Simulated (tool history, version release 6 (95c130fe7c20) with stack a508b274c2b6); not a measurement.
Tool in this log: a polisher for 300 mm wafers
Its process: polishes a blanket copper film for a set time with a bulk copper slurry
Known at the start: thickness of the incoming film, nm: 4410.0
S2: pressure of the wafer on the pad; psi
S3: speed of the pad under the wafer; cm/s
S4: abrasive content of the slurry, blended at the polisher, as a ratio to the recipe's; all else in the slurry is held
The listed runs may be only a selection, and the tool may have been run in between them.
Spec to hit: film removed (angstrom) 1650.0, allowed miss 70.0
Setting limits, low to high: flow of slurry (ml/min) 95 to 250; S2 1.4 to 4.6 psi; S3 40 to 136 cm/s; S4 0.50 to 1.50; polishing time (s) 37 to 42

Run 1, hour 0.0: flow of slurry (ml/min) 160, S2 3.0 psi, S3 88 cm/s, S4 1.00, polishing time (s) 42. Result: film removed (angstrom) 3102.8.
Run 2, hour 2.6: flow of slurry (ml/min) 190, S2 3.0 psi, S3 88 cm/s, S4 1.00, polishing time (s) 42. Result: film removed (angstrom) 3073.1.
Run 3, hour 4.8: flow of slurry (ml/min) 190, S2 2.7 psi, S3 86 cm/s, S4 1.00, polishing time (s) 42. Result: film removed (angstrom) 2727.5.
Run 4, hour 10.3: flow of slurry (ml/min) 190, S2 3.4 psi, S3 86 cm/s, S4 1.00, polishing time (s) 42. Result: film removed (angstrom) 3434.6.
Run 5, hour 13.2: flow of slurry (ml/min) 190, S2 3.4 psi, S3 98 cm/s, S4 1.00, polishing time (s) 42. Result: film removed (angstrom) 3896.0.
Run 6, hour 14.3: flow of slurry (ml/min) 190, S2 3.4 psi, S3 90 cm/s, S4 1.00, polishing time (s) 42. Result: film removed (angstrom) 3567.5.
Run 7, hour 19.8: flow of slurry (ml/min) 190, S2 3.1 psi, S3 88 cm/s, S4 1.00, polishing time (s) 42. Result: film removed (angstrom) 3208.9.
Run 8, hour 24.9: flow of slurry (ml/min) 190, S2 2.8 psi, S3 86 cm/s, S4 1.00, polishing time (s) 42. Result: film removed (angstrom) 2825.5.
Run 9, hour 32.4: flow of slurry (ml/min) 190, S2 2.6 psi, S3 84 cm/s, S4 1.00, polishing time (s) 42. Result: film removed (angstrom) 2607.4.
Run 10, hour 37.3: flow of slurry (ml/min) 190, S2 2.4 psi, S3 82 cm/s, S4 1.00, polishing time (s) 42. Result: film removed (angstrom) 2334.5.
Run 11, hour 38.2: flow of slurry (ml/min) 190, S2 2.2 psi, S3 82 cm/s, S4 1.00, polishing time (s) 42. Result: film removed (angstrom) 2182.8.
Run 12, hour 46.2: flow of slurry (ml/min) 180, S2 1.4 psi, S3 80 cm/s, S4 1.00, polishing time (s) 42. Result: film removed (angstrom) 1370.5.
Run 13, hour 50.8: flow of slurry (ml/min) 185, S2 1.4 psi, S3 80 cm/s, S4 1.00, polishing time (s) 42. Result: film removed (angstrom) 1373.5.
Run 14, hour 59.3: flow of slurry (ml/min) 190, S2 1.5 psi, S3 80 cm/s, S4 1.00, polishing time (s) 42. Result: film removed (angstrom) 1438.3.
Run 15, hour 64.2: flow of slurry (ml/min) 190, S2 1.6 psi, S3 80 cm/s, S4 1.00, polishing time (s) 42. Result: film removed (angstrom) 1543.5.

Which of these 5 next moves meets every target?
Run A, hour 69.1: flow of slurry (ml/min) 185, S2 1.4 psi, S3 96 cm/s, S4 1.10, polishing time (s) 37. Result: film removed (angstrom) ?.
Run B, hour 69.1: flow of slurry (ml/min) 200, S2 1.7 psi, S3 80 cm/s, S4 0.95, polishing time (s) 42. Result: film removed (angstrom) ?.
Run C, hour 69.1: flow of slurry (ml/min) 180, S2 1.8 psi, S3 88 cm/s, S4 0.85, polishing time (s) 42. Result: film removed (angstrom) ?.
Run D, hour 69.1: flow of slurry (ml/min) 185, S2 2.4 psi, S3 68 cm/s, S4 0.50, polishing time (s) 42. Result: film removed (angstrom) ?.
Run E, hour 69.1: flow of slurry (ml/min) 185, S2 1.5 psi, S3 80 cm/s, S4 1.00, polishing time (s) 40. Result: film removed (angstrom) ?.

move  film removed (angstrom)
   A                   1419.0
   B                   1617.4
   C                   1811.8
   D                   1780.6
   E                   1365.6
A: its largest miss is bigger than the last run's
B: meets every target
C: pushes the last run's worst result past its target
D: pushes the last run's worst result past its target
E: its largest miss is bigger than the last run's
B is the move that brings every result within its allowed miss.
